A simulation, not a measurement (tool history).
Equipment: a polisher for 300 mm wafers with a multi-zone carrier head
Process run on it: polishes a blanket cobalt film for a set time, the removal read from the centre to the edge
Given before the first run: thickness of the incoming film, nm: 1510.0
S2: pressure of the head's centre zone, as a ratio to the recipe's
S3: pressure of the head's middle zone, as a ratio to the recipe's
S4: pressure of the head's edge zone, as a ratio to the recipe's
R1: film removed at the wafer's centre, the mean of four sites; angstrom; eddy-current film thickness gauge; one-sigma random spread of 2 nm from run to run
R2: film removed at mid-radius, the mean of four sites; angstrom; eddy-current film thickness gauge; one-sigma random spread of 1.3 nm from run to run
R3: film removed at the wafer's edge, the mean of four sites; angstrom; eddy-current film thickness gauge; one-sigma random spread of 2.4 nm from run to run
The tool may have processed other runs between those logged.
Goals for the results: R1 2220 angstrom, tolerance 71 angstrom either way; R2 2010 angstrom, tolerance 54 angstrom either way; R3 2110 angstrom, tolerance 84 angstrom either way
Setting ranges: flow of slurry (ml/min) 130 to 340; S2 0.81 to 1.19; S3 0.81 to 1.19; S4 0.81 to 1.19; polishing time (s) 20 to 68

{"run": 1, "hour": 0.0, "flow of slurry (ml/min)": 220, "S2": 1, "S3": 1, "S4": 1, "polishing time (s)": 44, "R1": 1391.7, "R2": 1407.7, "R3": 1426}
{"run": 2, "hour": 5.6, "flow of slurry (ml/min)": 220, "S2": 1, "S3": 1, "S4": 0.94, "polishing time (s)": 44, "R1": 1372.7, "R2": 1410.5, "R3": 1395}
{"run": 3, "hour": 10.0, "flow of slurry (ml/min)": 230, "S2": 1.03, "S3": 1.01, "S4": 1, "polishing time (s)": 49, "R1": 1577.1, "R2": 1609.5, "R3": 1583.8}
{"run": 4, "hour": 12.1, "flow of slurry (ml/min)": 230, "S2": 1.03, "S3": 1.06, "S4": 1, "polishing time (s)": 49, "R1": 1603.5, "R2": 1652.7, "R3": 1588.8}
{"run": 5, "hour": 17.7, "flow of slurry (ml/min)": 230, "S2": 1.07, "S3": 1.03, "S4": 1.05, "polishing time (s)": 53, "R1": 1766.2, "R2": 1758.1, "R3": 1745.7}
{"run": 6, "hour": 20.3, "flow of slurry (ml/min)": 230, "S2": 1.07, "S3": 1.1, "S4": 1.05, "polishing time (s)": 53, "R1": 1830.9, "R2": 1839, "R3": 1741.1}
{"run": 7, "hour": 23.0, "flow of slurry (ml/min)": 240, "S2": 1.1, "S3": 1.07, "S4": 1.09, "polishing time (s)": 55, "R1": 1947.4, "R2": 1888.8, "R3": 1818.3}
{"run": 8, "hour": 24.5, "flow of slurry (ml/min)": 235, "S2": 1.11, "S3": 1.04, "S4": 1.11, "polishing time (s)": 57, "R1": 2017.7, "R2": 1887.2, "R3": 1919.7}
{"run": 9, "hour": 30.5, "flow of slurry (ml/min)": 245, "S2": 1.12, "S3": 1.04, "S4": 1.13, "polishing time (s)": 58, "R1": 2071.8, "R2": 1939.8, "R3": 1958.2}
{"run": 10, "hour": 31.6, "flow of slurry (ml/min)": 245, "S2": 1.13, "S3": 1.03, "S4": 1.14, "polishing time (s)": 59, "R1": 2128.3, "R2": 1945.1, "R3": 2013.9}

Pick the move, out of 4, that brings all results within their allowed miss; only one does.
{"run": "A", "hour": 32.7, "flow of slurry (ml/min)": 270, "S2": 0.96, "S3": 0.96, "S4": 1.19, "polishing time (s)": 62, "R1": "?", "R2": "?", "R3": "?"}
{"run": "B", "hour": 32.7, "flow of slurry (ml/min)": 225, "S2": 1.17, "S3": 1.03, "S4": 1.19, "polishing time (s)": 61, "R1": "?", "R2": "?", "R3": "?"}
{"run": "C", "hour": 32.7, "flow of slurry (ml/min)": 245, "S2": 1.04, "S3": 1.01, "S4": 1.19, "polishing time (s)": 60, "R1": "?", "R2": "?", "R3": "?"}
{"run": "D", "hour": 32.7, "flow of slurry (ml/min)": 215, "S2": 0.97, "S3": 0.87, "S4": 1.19, "polishing time (s)": 65, "R1": "?", "R2": "?", "R3": "?"}

move=A R1=1951.1 R2=1976.7 R3=2151.8
move=B R1=2288.2 R2=2017.4 R3=2081
move=C R1=2022.5 R2=1973.8 R3=2063.8
move=D R1=2002.9 R2=1857.2 R3=2212.2
A: further off than the last run
B: each result inside its tolerance
C: further off than the last run
D: further off than the last run
Correct choice: B, which meets every target
